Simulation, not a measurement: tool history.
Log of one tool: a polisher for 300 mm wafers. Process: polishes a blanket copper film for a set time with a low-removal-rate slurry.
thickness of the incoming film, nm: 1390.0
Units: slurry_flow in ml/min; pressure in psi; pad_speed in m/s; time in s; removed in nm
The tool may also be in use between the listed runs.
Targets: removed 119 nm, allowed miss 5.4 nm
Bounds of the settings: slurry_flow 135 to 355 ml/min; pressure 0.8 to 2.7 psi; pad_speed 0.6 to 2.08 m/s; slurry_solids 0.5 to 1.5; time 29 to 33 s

run	hour	slurry_flow	pressure	pad_speed	slurry_solids	time	removed
1	0	225	1.7	1.34	1	33	73.204
2	8.1	225	1.9	1.36	1	33	80.435
3	16	190	1.9	1.36	1	33	78.662
4	20.3	190	1.9	1.36	1	33	78.221
5	27.5	240	1.9	1.36	1	33	82.531
6	28.5	240	2.2	1.36	1	33	93.256
7	30.3	245	2.3	1.36	1	33	96.184
8	33.5	245	2.4	1.38	1	33	104.24
9	39.3	245	2.5	1.38	1	33	103.77
10	41.7	250	2.5	1.4	1	33	109.05
11	48.7	255	2.5	1.4	1	33	108.78
12	54.2	255	2.5	1.4	1	33	106.34

4 next moves are on the table. One of them brings every result within its allowed miss. Which?
A	59.7	285	2.6	1.58	0.95	33	?
B	59.7	240	2.6	1.26	0.9	33	?
C	59.7	290	2.7	1.76	0.95	33	?
D	59.7	315	2.7	1.5	1.05	29	?

move	removed
A	119.64
B	101.4
C	133.2
D	108.36
A: meets every target
B: further off than the last run
C: takes the result that was furthest off past its target
D: nearer than the last run, and not there yet
Answer: A
